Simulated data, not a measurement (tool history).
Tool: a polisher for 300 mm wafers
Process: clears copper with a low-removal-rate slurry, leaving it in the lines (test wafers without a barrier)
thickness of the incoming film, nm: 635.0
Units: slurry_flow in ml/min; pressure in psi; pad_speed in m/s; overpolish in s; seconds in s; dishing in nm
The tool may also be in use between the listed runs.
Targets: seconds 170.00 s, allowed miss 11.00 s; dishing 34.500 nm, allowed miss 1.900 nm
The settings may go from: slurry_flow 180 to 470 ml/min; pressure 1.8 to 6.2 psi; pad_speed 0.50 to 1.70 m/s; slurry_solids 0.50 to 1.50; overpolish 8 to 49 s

run,day,slurry_flow,pressure,pad_speed,slurry_solids,overpolish,seconds,dishing
1,0.000,300,4.0,1.10,1.00,25,150.81,65.407
2,0.117,325,4.0,1.10,1.00,25,150.59,66.155
3,0.454,360,4.0,1.10,1.00,25,150.77,65.633
4,0.675,360,4.0,1.10,0.90,25,157.15,63.186
5,0.904,360,4.0,1.32,0.90,25,130.58,72.730
6,1.279,360,3.7,1.32,0.90,20,145.59,57.222
7,1.321,360,3.6,1.34,0.90,17,148.31,47.926
8,1.675,360,3.5,1.34,0.90,15,150.60,42.989
# day 1.875: slurry blender recalibrated
9,1.875,360,3.4,1.34,0.90,14,135.38,44.309
10,2.125,360,3.0,1.32,0.90,14,153.81,39.187
11,2.446,360,2.8,1.32,0.90,14,159.19,38.434

4 next moves are on the table. One of them brings every result within its allowed miss. Which?
A,2.767,420,2.2,1.40,0.75,16,?,?
B,2.767,370,2.6,1.36,0.95,13,?,?
C,2.767,400,2.5,1.18,0.85,18,?,?
D,2.767,405,2.9,0.98,0.85,16,?,?

move,seconds,dishing
A,200.16,35.711
B,167.77,35.070
C,200.59,39.700
D,205.30,35.434
A: brings the result that was furthest off to its target, and leaves another outside
B: meets every target
C: further off than the last run
D: brings the result that was furthest off to its target, and leaves another outside
Move B is the one to make.
